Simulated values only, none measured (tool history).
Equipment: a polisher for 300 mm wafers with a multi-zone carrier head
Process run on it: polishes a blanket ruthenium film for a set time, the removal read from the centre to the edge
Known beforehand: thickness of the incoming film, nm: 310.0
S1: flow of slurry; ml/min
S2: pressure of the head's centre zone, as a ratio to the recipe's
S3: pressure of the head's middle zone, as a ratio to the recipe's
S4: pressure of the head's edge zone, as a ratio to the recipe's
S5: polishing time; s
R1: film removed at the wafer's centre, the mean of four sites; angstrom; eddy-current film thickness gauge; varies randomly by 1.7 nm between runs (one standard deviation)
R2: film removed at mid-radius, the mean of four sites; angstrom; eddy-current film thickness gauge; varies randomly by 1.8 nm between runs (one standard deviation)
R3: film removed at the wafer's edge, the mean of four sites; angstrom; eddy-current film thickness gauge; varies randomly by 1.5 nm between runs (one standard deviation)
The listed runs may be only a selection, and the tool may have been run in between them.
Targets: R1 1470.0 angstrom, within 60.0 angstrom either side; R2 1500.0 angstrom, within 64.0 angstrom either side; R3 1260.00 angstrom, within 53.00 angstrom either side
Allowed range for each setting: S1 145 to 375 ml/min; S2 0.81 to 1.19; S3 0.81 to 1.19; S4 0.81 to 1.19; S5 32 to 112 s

Run 1, day 0.000: S1 240 ml/min, S2 1.00, S3 1.00, S4 1.00, S5 72 s. Result: R1 1017.5 angstrom, R2 1049.3 angstrom, R3 963.13 angstrom.
Run 2, day 0.304: S1 245 ml/min, S2 1.03, S3 1.03, S4 1.02, S5 75 s. Result: R1 1054.5 angstrom, R2 1119.0 angstrom, R3 1035.70 angstrom.
Run 3, day 0.675: S1 245 ml/min, S2 1.03, S3 0.97, S4 1.02, S5 75 s. Result: R1 1083.6 angstrom, R2 1044.7 angstrom, R3 1053.60 angstrom.
Run 4, day 0.796: S1 250 ml/min, S2 1.06, S3 1.00, S4 1.00, S5 78 s. Result: R1 1140.1 angstrom, R2 1107.5 angstrom, R3 1075.60 angstrom.
Run 5, day 1.142: S1 195 ml/min, S2 1.06, S3 1.00, S4 1.00, S5 78 s. Result: R1 1105.3 angstrom, R2 1071.4 angstrom, R3 1040.70 angstrom.
Run 6, day 1.483: S1 155 ml/min, S2 1.06, S3 1.00, S4 1.00, S5 78 s. Result: R1 1055.1 angstrom, R2 1050.2 angstrom, R3 1016.60 angstrom.
Run 7, day 1.800: S1 180 ml/min, S2 1.09, S3 1.04, S4 1.00, S5 80 s. Result: R1 1150.2 angstrom, R2 1148.1 angstrom, R3 1068.70 angstrom.
Run 8, day 2.138: S1 200 ml/min, S2 1.11, S3 1.07, S4 1.00, S5 81 s. Result: R1 1234.9 angstrom, R2 1184.2 angstrom, R3 1093.50 angstrom.
Run 9, day 2.446: S1 200 ml/min, S2 1.11, S3 1.07, S4 1.00, S5 81 s. Result: R1 1201.5 angstrom, R2 1169.0 angstrom, R3 1075.90 angstrom.
Run 10, day 2.600: S1 215 ml/min, S2 1.12, S3 1.10, S4 1.01, S5 83 s. Result: R1 1262.7 angstrom, R2 1259.0 angstrom, R3 1138.90 angstrom.
Run 11, day 2.675: S1 215 ml/min, S2 1.12, S3 1.10, S4 1.01, S5 83 s. Result: R1 1293.8 angstrom, R2 1268.7 angstrom, R3 1125.70 angstrom.
Run 12, day 2.954: S1 230 ml/min, S2 1.12, S3 1.12, S4 1.03, S5 84 s. Result: R1 1271.8 angstrom, R2 1315.5 angstrom, R3 1145.20 angstrom.
Run 13, day 3.038: S1 240 ml/min, S2 1.13, S3 1.13, S4 1.03, S5 85 s. Result: R1 1320.8 angstrom, R2 1349.1 angstrom, R3 1173.60 angstrom.

Exercise: of the 4 proposed moves below, exactly one satisfies all targets within the stated allowed misses. Which move is it?
Run A, day 3.121: S1 260 ml/min, S2 1.09, S3 1.01, S4 1.19, S5 79 s. Result: R1 ?, R2 ?, R3 ?.
Run B, day 3.121: S1 275 ml/min, S2 0.99, S3 1.19, S4 1.09, S5 85 s. Result: R1 ?, R2 ?, R3 ?.
Run C, day 3.121: S1 220 ml/min, S2 1.12, S3 0.96, S4 1.11, S5 85 s. Result: R1 ?, R2 ?, R3 ?.
Run D, day 3.121: S1 165 ml/min, S2 1.17, S3 1.19, S4 1.00, S5 96 s. Result: R1 ?, R2 ?, R3 ?.

move      R1      R2       R3
   A  1186.6  1148.1  1191.70
   B  1181.1  1431.2  1229.50
   C  1278.3  1159.6  1219.70
   D  1431.3  1504.4  1263.60
A: further off than the last run
B: further off than the last run
C: further off than the last run
D: hits every target within its allowed miss
So the answer is move D, the one that meets all the targets.

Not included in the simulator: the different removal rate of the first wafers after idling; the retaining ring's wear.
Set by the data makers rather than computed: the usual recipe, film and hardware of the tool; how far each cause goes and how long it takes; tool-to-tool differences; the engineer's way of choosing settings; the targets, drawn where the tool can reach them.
